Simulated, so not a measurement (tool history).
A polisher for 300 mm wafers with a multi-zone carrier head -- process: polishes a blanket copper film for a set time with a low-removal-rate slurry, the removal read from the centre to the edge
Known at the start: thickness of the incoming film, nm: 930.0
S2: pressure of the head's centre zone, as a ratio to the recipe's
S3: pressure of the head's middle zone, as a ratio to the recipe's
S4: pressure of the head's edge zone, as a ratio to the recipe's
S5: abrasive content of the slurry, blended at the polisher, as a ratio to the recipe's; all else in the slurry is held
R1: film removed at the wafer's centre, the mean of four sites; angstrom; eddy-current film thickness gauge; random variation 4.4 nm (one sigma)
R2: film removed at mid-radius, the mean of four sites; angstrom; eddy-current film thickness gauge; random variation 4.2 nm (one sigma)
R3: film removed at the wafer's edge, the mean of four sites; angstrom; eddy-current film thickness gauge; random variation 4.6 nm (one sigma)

run 1 day=0 | flow_of_slurry_(ml/min)=185 S2=1 S3=1 S4=1 S5=1 polishing_time_(s)=57 | R1=2656.7 R2=2620.8 R3=2621.5
run 2 day=0.367 | flow_of_slurry_(ml/min)=200 S2=1.04 S3=1.05 S4=1 S5=1.15 polishing_time_(s)=60 | R1=3024.2 R2=3092.1 R3=2911.4
run 3 day=0.662 | flow_of_slurry_(ml/min)=180 S2=1.04 S3=1.05 S4=1 S5=1.15 polishing_time_(s)=60 | R1=2980.3 R2=3007.3 R3=2859.3
run 4 day=1.038 | flow_of_slurry_(ml/min)=200 S2=1.08 S3=1.08 S4=0.99 S5=1.25 polishing_time_(s)=62 | R1=3293.7 R2=3307.1 R3=3073.6
run 5 day=1.304 | flow_of_slurry_(ml/min)=200 S2=1.08 S3=1.08 S4=0.91 S5=1.25 polishing_time_(s)=62 | R1=3296.3 R2=3283.7 R3=2899.6
run 6 day=1.504 | flow_of_slurry_(ml/min)=200 S2=1.02 S3=1.08 S4=0.91 S5=1.25 polishing_time_(s)=62 | R1=3123.3 R2=3331.4 R3=2961.1

For run 7, what comes out?
run 7 day=1.612 | flow_of_slurry_(ml/min)=215 S2=1.06 S3=1.11 S4=0.92 S5=1.3 polishing_time_(s)=64 | R1=? R2=? R3=?

{"run 7": {"R1": 3431.5, "R2": 3523.9, "R3": 3056.7}}

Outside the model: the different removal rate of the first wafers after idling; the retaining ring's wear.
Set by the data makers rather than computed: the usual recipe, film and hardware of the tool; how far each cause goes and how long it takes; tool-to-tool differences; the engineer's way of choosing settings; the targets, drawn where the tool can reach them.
